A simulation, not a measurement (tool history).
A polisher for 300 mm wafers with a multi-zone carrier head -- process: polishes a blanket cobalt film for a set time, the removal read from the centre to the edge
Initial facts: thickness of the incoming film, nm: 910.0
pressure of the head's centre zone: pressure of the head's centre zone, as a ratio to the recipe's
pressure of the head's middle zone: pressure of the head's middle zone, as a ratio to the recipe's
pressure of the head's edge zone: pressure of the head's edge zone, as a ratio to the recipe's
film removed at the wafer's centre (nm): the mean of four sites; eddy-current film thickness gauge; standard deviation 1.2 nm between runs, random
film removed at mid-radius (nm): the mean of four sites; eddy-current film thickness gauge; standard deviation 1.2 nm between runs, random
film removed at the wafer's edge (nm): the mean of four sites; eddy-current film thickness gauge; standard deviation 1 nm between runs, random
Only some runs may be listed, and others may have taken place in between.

run,hour,flow of slurry (ml/min),pressure of the head's centre zone,pressure of the head's middle zone,pressure of the head's edge zone,polishing time (s),film removed at the wafer's centre (nm),film removed at mid-radius (nm),film removed at the wafer's edge (nm)
1,0,205,1,1,1,63,263.74,265.6,255.18
2,7,195,0.97,0.97,0.97,55,218.7,228.44,220.75
3,8.3,190,0.96,0.94,0.95,49,194.07,200.76,193.55
4,13.9,180,0.95,0.91,0.94,45,177.39,178.22,175.9
5,21.8,180,0.95,0.91,0.94,59,231.72,231.89,233.77
6,22.8,180,0.95,0.95,0.94,59,229.26,239.81,233.06
7,29.3,145,0.85,0.85,0.84,41,137.17,149.66,148.87
8,37.1,145,0.85,0.84,0.84,40,132.05,143.42,146.49
9,42.5,145,0.86,0.84,0.83,39,131.99,140.96,140.6
10,44.6,140,0.86,0.83,0.83,39,130.67,138.22,140.4

What does the tool deliver on the next run?
11,50.9,135,0.87,0.82,0.82,39,?,?,?

film removed at the wafer's centre (nm): 130.03
film removed at mid-radius (nm): 134.11
film removed at the wafer's edge (nm): 141.02
